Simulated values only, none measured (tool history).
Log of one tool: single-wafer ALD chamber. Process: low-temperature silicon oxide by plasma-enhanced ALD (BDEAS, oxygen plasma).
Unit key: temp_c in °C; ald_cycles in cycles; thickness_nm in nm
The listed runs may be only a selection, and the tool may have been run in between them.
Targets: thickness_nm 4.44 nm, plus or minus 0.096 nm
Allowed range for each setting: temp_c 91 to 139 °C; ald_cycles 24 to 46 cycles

run 1 day=0 | temp_c=115 ald_cycles=35 | thickness_nm=5.1563
run 2 day=0.225 | temp_c=115 ald_cycles=39 | thickness_nm=5.7798
run 3 day=0.429 | temp_c=105 ald_cycles=39 | thickness_nm=5.8717
run 4 day=0.754 | temp_c=105 ald_cycles=37 | thickness_nm=5.5525
run 5 day=0.796 | temp_c=105 ald_cycles=34 | thickness_nm=5.099
run 6 day=1.117 | temp_c=109 ald_cycles=34 | thickness_nm=5.058
run 7 day=1.292 | temp_c=110 ald_cycles=33 | thickness_nm=4.9066
run 8 day=1.371 | temp_c=111 ald_cycles=32 | thickness_nm=4.763
run 9 day=1.417 | temp_c=112 ald_cycles=31 | thickness_nm=4.6013

Of the 4 settings listed for the next run, only one would bring every result within its allowed miss of target. Which one?
run A day=1.462 | temp_c=108 ald_cycles=31 | thickness_nm=?
run B day=1.462 | temp_c=111 ald_cycles=32 | thickness_nm=?
run C day=1.462 | temp_c=113 ald_cycles=33 | thickness_nm=?
run D day=1.462 | temp_c=116 ald_cycles=30 | thickness_nm=?

move=A thickness_nm=4.6354
move=B thickness_nm=4.7607
move=C thickness_nm=4.8929
move=D thickness_nm=4.4254
A: misses by more than the last run did
B: misses by more than the last run did
C: misses by more than the last run did
D: every result lands within tolerance
Move D is the one to make.
